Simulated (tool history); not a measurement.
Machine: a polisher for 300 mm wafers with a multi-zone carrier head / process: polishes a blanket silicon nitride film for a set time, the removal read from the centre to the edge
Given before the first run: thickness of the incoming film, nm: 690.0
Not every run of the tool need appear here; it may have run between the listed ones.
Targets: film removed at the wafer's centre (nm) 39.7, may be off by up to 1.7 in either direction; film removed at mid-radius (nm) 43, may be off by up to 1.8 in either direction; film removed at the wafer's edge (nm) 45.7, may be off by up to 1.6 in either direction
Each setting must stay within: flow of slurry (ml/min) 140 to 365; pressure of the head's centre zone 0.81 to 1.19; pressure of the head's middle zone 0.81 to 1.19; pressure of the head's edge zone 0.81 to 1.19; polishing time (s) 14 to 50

run	hour	flow of slurry (ml/min)	pressure of the head's centre zone	pressure of the head's middle zone	pressure of the head's edge zone	polishing time (s)	film removed at the wafer's centre (nm)	film removed at mid-radius (nm)	film removed at the wafer's edge (nm)
1	0	235	1	1	1	32	49.937	50.159	50.125
2	8.6	235	1	1	1	37	57.63	58.064	57.434
3	14.9	195	1	1	1	37	56.359	57.693	57.586
4	21.4	195	0.96	0.97	0.98	35	50.454	52.304	53.567
5	27.6	195	0.96	0.97	1.05	35	50.84	52.001	56.11
6	32.5	195	0.96	0.97	1.05	40	59.36	60.482	62.278
7	38.5	200	0.93	0.95	1.01	37	53.805	56.053	56.865
8	44.8	195	0.91	0.94	1	35	48.066	51.654	53.935
9	49.3	195	0.9	0.92	0.98	34	46.089	49.108	51.724
10	54.9	195	0.89	0.9	0.96	33	44.882	46.835	49.747
11	57.8	190	0.87	0.89	0.94	32	41.75	45.597	48.249
12	59.2	190	0.87	0.88	0.93	32	41.753	44.086	47.597
13	60.3	190	0.86	0.88	0.92	32	41.094	44.325	46.313
14	63.7	185	0.86	0.87	0.92	32	41.468	44.959	47.667

Of the 5 settings listed for the next run, only one would bring every result within its allowed miss of target. Which one?
A	67.1	170	0.84	0.94	0.86	33	?	?	?
B	67.1	210	0.83	0.83	0.87	31	?	?	?
C	67.1	260	0.89	0.86	0.81	32	?	?	?
D	67.1	140	0.83	0.91	0.92	35	?	?	?
E	67.1	220	0.92	1.02	0.81	33	?	?	?

move	film removed at the wafer's centre (nm)	film removed at mid-radius (nm)	film removed at the wafer's edge (nm)
A	41.208	48.571	48.1
B	39.238	42.746	46.277
C	44.505	46.197	47.004
D	42.035	49.143	51.726
E	46.646	53.031	47.792
A: moves away from the targets compared with the last run
B: each result inside its tolerance
C: brings the result that was furthest off to its target, and leaves another outside
D: moves away from the targets compared with the last run
E: moves away from the targets compared with the last run
Answer: B
